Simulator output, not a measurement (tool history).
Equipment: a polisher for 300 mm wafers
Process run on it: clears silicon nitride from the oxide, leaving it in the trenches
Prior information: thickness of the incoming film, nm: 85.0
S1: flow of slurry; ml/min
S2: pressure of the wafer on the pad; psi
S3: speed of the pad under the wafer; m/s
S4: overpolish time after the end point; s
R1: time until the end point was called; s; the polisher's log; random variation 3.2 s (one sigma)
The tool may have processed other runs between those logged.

Run 1, hour 0: S1 165 ml/min, S2 2.7 psi, S3 0.76 m/s, S4 38 s. Result: R1 124.03 s.
Run 2, hour 8.6: S1 165 ml/min, S2 2.3 psi, S3 0.74 m/s, S4 38 s. Result: R1 153.04 s.
Run 3, hour 14.6: S1 165 ml/min, S2 2.1 psi, S3 0.74 m/s, S4 38 s. Result: R1 168.66 s.
Run 4, hour 21.3: S1 165 ml/min, S2 2.1 psi, S3 0.74 m/s, S4 41 s. Result: R1 161.68 s.
Run 5, hour 25.9: S1 165 ml/min, S2 2.1 psi, S3 0.74 m/s, S4 41 s. Result: R1 164.56 s.
Run 6, hour 32.3: S1 195 ml/min, S2 2.1 psi, S3 0.74 m/s, S4 41 s. Result: R1 157.51 s.
Run 7, hour 36.5: S1 195 ml/min, S2 2.1 psi, S3 0.74 m/s, S4 41 s. Result: R1 163.34 s.
Run 8, hour 39: S1 195 ml/min, S2 1.9 psi, S3 0.74 m/s, S4 41 s. Result: R1 177.98 s.
Run 9, hour 44.6: S1 195 ml/min, S2 1.8 psi, S3 0.74 m/s, S4 41 s. Result: R1 190.66 s.

The next listed run, before its measurement:
Run 10, hour 52.3: S1 195 ml/min, S2 1.7 psi, S3 0.74 m/s, S4 41 s. Result: R1 ?.

R1: 201.51 s

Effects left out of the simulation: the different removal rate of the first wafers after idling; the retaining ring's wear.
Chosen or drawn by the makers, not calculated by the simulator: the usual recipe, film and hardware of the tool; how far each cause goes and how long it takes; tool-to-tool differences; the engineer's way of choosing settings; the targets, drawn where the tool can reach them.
